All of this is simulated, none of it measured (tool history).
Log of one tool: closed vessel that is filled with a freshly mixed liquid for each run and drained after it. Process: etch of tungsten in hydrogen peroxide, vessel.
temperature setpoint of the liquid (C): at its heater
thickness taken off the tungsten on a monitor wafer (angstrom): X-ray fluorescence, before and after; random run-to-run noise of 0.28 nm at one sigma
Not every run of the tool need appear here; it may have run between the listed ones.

| run | hour | temperature setpoint of the liquid (C) | concentration of hydrogen peroxide in the mixed liquid (% by weight) | time in the liquid (s) | thickness taken off the tungsten on a monitor wafer (angstrom) |
|---|---|---|---|---|---|
| 1 | 0 | 51 | 19.5 | 100 | 1414.9 |
| 2 | 8.7 | 48.5 | 19.5 | 100 | 1220.1 |
| 3 | 14.4 | 48.5 | 19.5 | 100 | 1217.8 |
| 4 | 18.4 | 48.5 | 21 | 100 | 1261.4 |
| 5 | 21.7 | 48.5 | 25 | 100 | 1365.2 |
| 6 | 30.4 | 46 | 25 | 100 | 1192.8 |

Run 7, settings as shown, results not yet in. Your forecast:
| 7 | 31.9 | 44 | 24.5 | 100 | ? |

Logged for run 7: thickness taken off the tungsten on a monitor wafer (angstrom) 1027.1.
